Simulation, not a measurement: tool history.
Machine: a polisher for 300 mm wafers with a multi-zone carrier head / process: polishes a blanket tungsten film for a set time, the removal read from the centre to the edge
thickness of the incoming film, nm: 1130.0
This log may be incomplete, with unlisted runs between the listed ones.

run  hour  flow of slurry (ml/min)  pressure of the head's centre zone  pressure of the head's middle zone  pressure of the head's edge zone  abrasive content of the slurry  polishing time (s)  film removed at the wafer's centre (Å)  film removed at mid-radius (Å)  film removed at the wafer's edge (Å)
  1     0                      250                                   1                                   1                                 1                               1                  40                                  1684.6                          1660.8                                1698.8
  2   5.6                      250                                   1                                0.93                                 1                               1                  40                                  1708.9                            1593                                1700.6
  3   6.3                      250                                   1                                0.93                              1.08                               1                  40                                  1692.9                          1599.5                                1780.8
  4  13.6                      250                                   1                                0.93                              1.08                            0.85                  40                                  1630.8                          1526.1                                1712.1
  5  21.9                      250                                   1                                0.93                              1.08                               1                  40                                  1673.1                            1555                                1754.3
     24.9  -- worn pad replaced by a new one
  6  24.9                      220                                   1                                0.93                              1.08                               1                  40                                  1770.8                          1674.6                                1859.4
  7  27.3                      220                                   1                                0.93                              1.08                               1                  40                                  1771.4                          1686.3                                1875.9
  8  35.5                      210                                1.03                                0.96                              1.07                            1.05                  40                                  1837.2                          1718.6                                  1834

Run 9 is up next; what results do you expect?
  9  36.9                      200                                1.04                                0.98                              1.08                             1.1                  40                                       ?                               ?                                     ?

{"run 9": {"film removed at the wafer's centre (Å)": 1856.9, "film removed at mid-radius (Å)": 1793.2, "film removed at the wafer's edge (Å)": 1873.5}}
